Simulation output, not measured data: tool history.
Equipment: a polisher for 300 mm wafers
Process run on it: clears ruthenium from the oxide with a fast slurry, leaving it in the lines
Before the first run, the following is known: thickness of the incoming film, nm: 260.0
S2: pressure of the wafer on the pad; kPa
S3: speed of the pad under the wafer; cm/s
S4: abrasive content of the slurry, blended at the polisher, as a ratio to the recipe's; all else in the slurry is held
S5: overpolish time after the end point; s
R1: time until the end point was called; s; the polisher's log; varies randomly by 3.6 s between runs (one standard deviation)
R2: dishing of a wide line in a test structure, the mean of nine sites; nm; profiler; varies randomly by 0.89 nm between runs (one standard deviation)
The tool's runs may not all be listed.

{"run": 1, "hour": 0.0, "flow of slurry (ml/min)": 170, "S2": 20.7, "S3": 94, "S4": 1.0, "S5": 28, "R1": 72.141, "R2": 75.813}
{"run": 2, "hour": 7.1, "flow of slurry (ml/min)": 170, "S2": 17.9, "S3": 82, "S4": 1.0, "S5": 29, "R1": 93.026, "R2": 62.895}
{"run": 3, "hour": 10.5, "flow of slurry (ml/min)": 170, "S2": 17.9, "S3": 82, "S4": 1.0, "S5": 37, "R1": 91.086, "R2": 73.37}
{"run": 4, "hour": 18.9, "flow of slurry (ml/min)": 130, "S2": 17.9, "S3": 82, "S4": 1.0, "S5": 37, "R1": 99.894, "R2": 72.069}
{"run": 5, "hour": 22.6, "flow of slurry (ml/min)": 130, "S2": 17.9, "S3": 60, "S4": 1.0, "S5": 37, "R1": 137.16, "R2": 58.993}
{"run": 6, "hour": 27.7, "flow of slurry (ml/min)": 130, "S2": 17.9, "S3": 60, "S4": 1.0, "S5": 28, "R1": 134.44, "R2": 45.336}
{"run": 7, "hour": 33.8, "flow of slurry (ml/min)": 130, "S2": 17.9, "S3": 60, "S4": 1.0, "S5": 28, "R1": 131.12, "R2": 43.252}
{"run": 8, "hour": 41.1, "flow of slurry (ml/min)": 125, "S2": 15.9, "S3": 58, "S4": 1.0, "S5": 30, "R1": 154.94, "R2": 40.065}
{"run": 9, "hour": 42.4, "flow of slurry (ml/min)": 120, "S2": 15.2, "S3": 56, "S4": 1.0, "S5": 32, "R1": 167.79, "R2": 41.598}

Expected results for the next run?
{"run": 10, "hour": 49.9, "flow of slurry (ml/min)": 120, "S2": 14.5, "S3": 56, "S4": 1.0, "S5": 32, "R1": "?", "R2": "?"}

{"run 10": {"R1": 175.91, "R2": 38.846}}

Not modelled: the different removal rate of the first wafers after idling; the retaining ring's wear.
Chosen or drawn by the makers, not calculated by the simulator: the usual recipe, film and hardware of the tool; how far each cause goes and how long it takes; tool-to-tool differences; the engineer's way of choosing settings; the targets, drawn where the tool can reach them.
